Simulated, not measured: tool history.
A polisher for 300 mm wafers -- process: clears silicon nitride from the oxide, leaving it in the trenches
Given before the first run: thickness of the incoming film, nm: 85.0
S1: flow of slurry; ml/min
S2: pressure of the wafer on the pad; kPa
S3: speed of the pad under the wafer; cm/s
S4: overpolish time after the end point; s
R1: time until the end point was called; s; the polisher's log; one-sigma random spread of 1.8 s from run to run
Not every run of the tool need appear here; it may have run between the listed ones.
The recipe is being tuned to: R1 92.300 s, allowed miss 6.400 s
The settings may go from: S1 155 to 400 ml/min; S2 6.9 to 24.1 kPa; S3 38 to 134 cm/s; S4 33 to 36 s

run	hour	S1	S2	S3	S4	R1
1	0.0	255	15.2	86	33	132.540
2	6.8	255	15.2	86	33	128.390
3	12.0	255	15.2	66	33	171.030
4	19.1	255	16.5	68	33	148.250
5	23.2	295	16.5	68	33	151.080
6	26.0	295	20.7	68	33	121.270
7	35.1	295	21.4	70	33	110.280
8	36.1	295	22.1	70	33	109.020
9	36.8	295	22.8	72	33	106.530
10	45.8	295	22.8	74	33	100.330

Exercise: of the 5 proposed moves below, exactly one satisfies all targets within the stated allowed misses. Which move is it?
A	54.8	260	21.4	72	36	?
B	54.8	245	23.4	68	36	?
C	54.8	295	22.1	74	34	?
D	54.8	250	22.1	84	33	?
E	54.8	370	17.9	88	36	?

move	R1
A	110.490
B	107.210
C	103.230
D	92.595
E	105.150
A: the biggest miss grows against the last run
B: the biggest miss grows against the last run
C: the biggest miss grows against the last run
D: all results land within tolerance of their targets
E: the biggest miss grows against the last run
The move that meets every target is D.

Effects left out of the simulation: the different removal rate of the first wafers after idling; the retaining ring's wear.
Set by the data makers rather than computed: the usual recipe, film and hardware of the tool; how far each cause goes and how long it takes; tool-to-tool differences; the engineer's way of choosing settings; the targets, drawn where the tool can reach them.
